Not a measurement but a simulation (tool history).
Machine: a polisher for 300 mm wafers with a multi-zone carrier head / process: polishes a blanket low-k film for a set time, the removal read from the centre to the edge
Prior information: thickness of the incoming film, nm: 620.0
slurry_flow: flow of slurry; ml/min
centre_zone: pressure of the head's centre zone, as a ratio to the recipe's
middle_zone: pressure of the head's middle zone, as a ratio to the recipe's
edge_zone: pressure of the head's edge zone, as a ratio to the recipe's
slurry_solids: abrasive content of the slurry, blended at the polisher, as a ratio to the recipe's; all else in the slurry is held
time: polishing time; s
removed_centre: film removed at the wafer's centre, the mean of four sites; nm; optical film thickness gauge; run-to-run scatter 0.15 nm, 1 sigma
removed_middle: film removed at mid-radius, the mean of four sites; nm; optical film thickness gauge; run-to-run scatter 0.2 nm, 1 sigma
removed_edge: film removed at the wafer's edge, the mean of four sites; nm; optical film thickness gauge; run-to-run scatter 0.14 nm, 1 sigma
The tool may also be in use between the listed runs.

run,hour,slurry_flow,centre_zone,middle_zone,edge_zone,slurry_solids,time,removed_centre,removed_middle,removed_edge
1,0.0,170,1.00,1.00,1.00,1.00,42,24.114,23.524,23.982
2,7.9,165,1.00,0.99,0.97,0.90,42,22.269,22.030,22.145
3,16.4,165,1.00,0.99,0.97,1.00,42,23.764,23.390,23.546
4,20.5,165,1.00,0.97,0.95,0.95,42,23.083,22.505,22.737
5,25.6,160,1.00,0.96,0.93,0.90,42,22.342,21.610,21.836
6,33.3,155,1.00,0.95,0.91,0.85,42,21.273,20.127,20.663
7,40.0,150,1.00,0.95,0.89,0.85,42,21.199,20.168,20.197
8,47.2,150,1.00,0.95,0.89,0.85,42,21.287,20.370,20.274
9,54.2,145,1.00,0.94,0.88,0.85,42,20.934,20.080,20.057
10,56.1,140,1.00,0.93,0.87,0.85,42,21.026,19.528,19.761
11,62.4,110,0.95,0.92,0.81,0.75,42,16.566,16.663,16.760

Expected results for the next run?
12,70.2,120,0.95,0.92,0.81,0.75,42,?,?,?

Logged for run 12: removed_centre 17.239 nm, removed_middle 16.962 nm, removed_edge 16.946 nm.
